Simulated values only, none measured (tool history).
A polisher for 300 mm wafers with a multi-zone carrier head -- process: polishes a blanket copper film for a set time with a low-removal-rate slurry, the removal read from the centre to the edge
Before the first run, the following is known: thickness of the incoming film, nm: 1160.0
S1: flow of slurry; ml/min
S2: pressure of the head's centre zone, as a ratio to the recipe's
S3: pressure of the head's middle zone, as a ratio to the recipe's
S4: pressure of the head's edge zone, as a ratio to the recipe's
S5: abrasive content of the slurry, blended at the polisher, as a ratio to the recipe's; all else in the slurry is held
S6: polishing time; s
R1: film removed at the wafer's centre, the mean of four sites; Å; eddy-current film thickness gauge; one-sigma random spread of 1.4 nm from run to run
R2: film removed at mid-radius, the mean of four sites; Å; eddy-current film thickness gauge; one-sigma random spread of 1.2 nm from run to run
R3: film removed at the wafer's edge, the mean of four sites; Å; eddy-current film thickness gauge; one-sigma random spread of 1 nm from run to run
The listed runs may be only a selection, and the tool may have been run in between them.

run,hour,S1,S2,S3,S4,S5,S6,R1,R2,R3
1,0,130,1,1,1,1,56,1696.8,1767.7,1718.5
2,4.1,155,1,1,1,1,56,1759.5,1801.9,1752.6
3,9.6,145,1,0.96,0.97,0.9,56,1689.6,1657.8,1661.9
4,18.2,145,1,0.96,0.97,0.75,56,1620.4,1605.1,1585
5,26,120,1,0.96,0.97,0.75,56,1561.7,1573.6,1582.3
6,33.8,120,1,0.96,1,0.75,56,1579.5,1550.1,1604.7
7,35.6,115,1.01,0.94,0.97,0.7,56,1530.3,1485,1502.5

Predict the results of run 8:
8,38.4,90,1.06,0.87,0.98,0.7,56,?,?,?

Run 8 gave R1 1564.2 Å, R2 1352.9 Å, R3 1502.1 Å.
